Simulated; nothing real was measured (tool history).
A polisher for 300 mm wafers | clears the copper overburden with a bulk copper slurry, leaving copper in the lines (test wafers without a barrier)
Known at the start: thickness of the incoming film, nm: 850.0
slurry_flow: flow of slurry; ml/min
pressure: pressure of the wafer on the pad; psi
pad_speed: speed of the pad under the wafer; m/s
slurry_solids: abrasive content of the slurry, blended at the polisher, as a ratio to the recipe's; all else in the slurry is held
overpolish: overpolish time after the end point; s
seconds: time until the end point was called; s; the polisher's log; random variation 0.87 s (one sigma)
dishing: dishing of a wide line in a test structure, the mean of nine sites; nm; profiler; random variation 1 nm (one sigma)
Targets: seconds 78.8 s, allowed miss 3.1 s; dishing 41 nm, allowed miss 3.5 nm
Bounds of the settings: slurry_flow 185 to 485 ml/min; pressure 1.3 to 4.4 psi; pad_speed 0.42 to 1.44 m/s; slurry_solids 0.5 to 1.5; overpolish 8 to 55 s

run,day,slurry_flow,pressure,pad_speed,slurry_solids,overpolish,seconds,dishing
1,0,310,2.8,0.92,1,28,108.84,55.943
2,0.267,360,2.8,0.92,1,28,107.97,56.638
3,0.492,360,2.8,0.72,1,28,139.17,52.573
4,0.8,330,3,0.74,1.1,24,124.33,53.49
5,1.054,305,3.1,0.78,1.15,21,115.51,52.208
6,1.296,305,3.1,0.78,1.05,21,113.73,51.028
7,1.562,285,3.3,0.78,0.95,19,115.03,49.805
8,1.642,265,3.5,0.82,0.85,17,106.49,49.11
9,1.967,250,3.7,0.84,0.8,15,101.45,47.283
10,2.125,240,3.8,0.86,0.75,14,99.967,47.181
11,2.258,230,3.9,0.9,0.7,13,97.234,46.724
# day 2.283: worn pad replaced by a new one
12,2.283,220,4,0.94,0.65,12,82.657,48.041
13,2.442,215,4.1,0.94,0.6,11,84.064,49.014
14,2.721,210,4,0.94,0.75,10,77.992,46.458
15,2.921,205,3.9,0.94,0.8,10,78.639,46.058

5 next moves are on the table. One of them brings every result within its allowed miss. Which?
A,3.121,230,4,0.84,0.8,16,?,?
B,3.121,205,4.4,1.08,0.55,15,?,?
C,3.121,185,3.9,1.02,0.7,8,?,?
D,3.121,215,3.8,1,0.75,14,?,?
E,3.121,330,3.9,0.86,0.9,13,?,?

move,seconds,dishing
A,86.914,51.346
B,71.32,53.875
C,79.401,39.627
D,79.239,50.401
E,80.755,48.978
A: further off than the last run
B: further off than the last run
C: meets every target
D: further off than the last run
E: further off than the last run
Answer: C

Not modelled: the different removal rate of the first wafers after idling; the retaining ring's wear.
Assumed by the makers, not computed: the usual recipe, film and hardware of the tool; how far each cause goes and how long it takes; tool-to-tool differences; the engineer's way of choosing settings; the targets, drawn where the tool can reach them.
